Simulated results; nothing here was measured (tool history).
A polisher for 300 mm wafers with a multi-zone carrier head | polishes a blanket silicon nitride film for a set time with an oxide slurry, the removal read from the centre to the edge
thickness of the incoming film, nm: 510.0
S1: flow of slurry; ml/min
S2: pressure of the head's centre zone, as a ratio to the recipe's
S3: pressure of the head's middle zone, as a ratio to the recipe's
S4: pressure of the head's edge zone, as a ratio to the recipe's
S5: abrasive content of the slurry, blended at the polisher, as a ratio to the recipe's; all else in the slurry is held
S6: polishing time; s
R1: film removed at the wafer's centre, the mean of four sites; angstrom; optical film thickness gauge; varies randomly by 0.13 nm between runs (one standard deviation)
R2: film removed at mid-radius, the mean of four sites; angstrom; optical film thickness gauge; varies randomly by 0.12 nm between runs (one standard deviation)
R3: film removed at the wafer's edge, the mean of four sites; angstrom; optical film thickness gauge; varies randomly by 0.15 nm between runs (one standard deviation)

run	hour	S1	S2	S3	S4	S5	S6	R1	R2	R3
1	0.0	190	1.00	1.00	1.00	1.00	42	223.16	224.76	224.70
2	4.0	185	0.97	0.98	0.99	0.90	42	207.46	207.95	209.50
3	11.2	185	0.91	0.98	0.99	0.90	42	195.57	206.83	214.16
4	17.0	175	0.89	0.97	0.99	0.85	42	181.95	198.78	204.34
5	23.8	175	0.89	0.91	0.99	0.85	42	177.97	187.02	202.69
6	26.8	175	0.89	0.91	0.94	0.85	42	180.37	185.67	201.60
7	30.4	170	0.88	0.91	0.93	0.80	42	169.57	179.42	187.50
8	33.2	165	0.87	0.89	0.92	0.80	42	166.04	176.63	191.19
9	40.2	160	0.85	0.87	0.89	0.55	41	123.72	130.55	142.20
10	43.5	175	0.85	0.88	0.91	0.55	41	126.73	135.99	146.20
11	45.6	185	0.85	0.88	0.93	0.55	41	128.28	136.12	149.09
12	46.6	195	0.85	0.89	0.94	0.55	41	130.86	141.28	151.17
13	49.6	200	0.85	0.89	0.95	0.55	41	132.23	141.01	152.46

Run 14 comes next. What will it give?
14	55.7	240	0.84	0.92	1.02	0.60	41	?	?	?

{"run 14": {"R1": 146.13, "R2": 158.35, "R3": 169.95}}
